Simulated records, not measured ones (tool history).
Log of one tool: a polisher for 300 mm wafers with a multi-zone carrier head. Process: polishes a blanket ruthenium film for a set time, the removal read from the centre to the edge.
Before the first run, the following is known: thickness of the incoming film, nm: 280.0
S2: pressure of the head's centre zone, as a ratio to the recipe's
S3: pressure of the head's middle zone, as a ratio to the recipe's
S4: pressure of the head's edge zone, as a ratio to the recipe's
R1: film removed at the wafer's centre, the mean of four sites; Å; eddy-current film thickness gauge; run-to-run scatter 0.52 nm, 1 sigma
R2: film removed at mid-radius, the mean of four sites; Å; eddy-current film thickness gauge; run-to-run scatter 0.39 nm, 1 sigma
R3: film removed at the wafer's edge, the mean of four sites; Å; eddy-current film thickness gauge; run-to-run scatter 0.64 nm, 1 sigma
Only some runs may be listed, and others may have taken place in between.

Run 1, hour 0.0: flow of slurry (ml/min) 135, S2 1.00, S3 1.00, S4 1.00, polishing time (s) 66. Result: R1 701.16 Å, R2 697.49 Å, R3 711.62 Å.
Run 2, hour 5.0: flow of slurry (ml/min) 155, S2 1.00, S3 1.00, S4 1.00, polishing time (s) 66. Result: R1 709.94 Å, R2 724.14 Å, R3 725.49 Å.
Run 3, hour 13.1: flow of slurry (ml/min) 155, S2 1.00, S3 1.07, S4 1.00, polishing time (s) 66. Result: R1 721.59 Å, R2 762.71 Å, R3 716.33 Å.
Run 4, hour 17.4: flow of slurry (ml/min) 155, S2 1.00, S3 1.01, S4 1.00, polishing time (s) 66. Result: R1 722.01 Å, R2 727.37 Å, R3 728.04 Å.
Run 5, hour 21.1: flow of slurry (ml/min) 155, S2 1.00, S3 1.01, S4 0.95, polishing time (s) 66. Result: R1 708.59 Å, R2 724.48 Å, R3 713.22 Å.
Run 6, hour 24.8: flow of slurry (ml/min) 155, S2 1.00, S3 1.09, S4 0.95, polishing time (s) 66. Result: R1 730.77 Å, R2 763.14 Å, R3 704.31 Å.
Run 7, hour 26.0: flow of slurry (ml/min) 150, S2 0.98, S3 1.06, S4 0.94, polishing time (s) 64. Result: R1 682.20 Å, R2 722.85 Å, R3 677.85 Å.
Run 8, hour 28.6: flow of slurry (ml/min) 145, S2 0.96, S3 1.03, S4 0.93, polishing time (s) 63. Result: R1 635.41 Å, R2 685.64 Å, R3 647.75 Å.

Forecast run 9:
Run 9, hour 31.6: flow of slurry (ml/min) 135, S2 0.95, S3 1.00, S4 0.92, polishing time (s) 63. Result: R1 ?, R2 ?, R3 ?.

R1: 635.14 Å
R2: 672.24 Å
R3: 651.64 Å
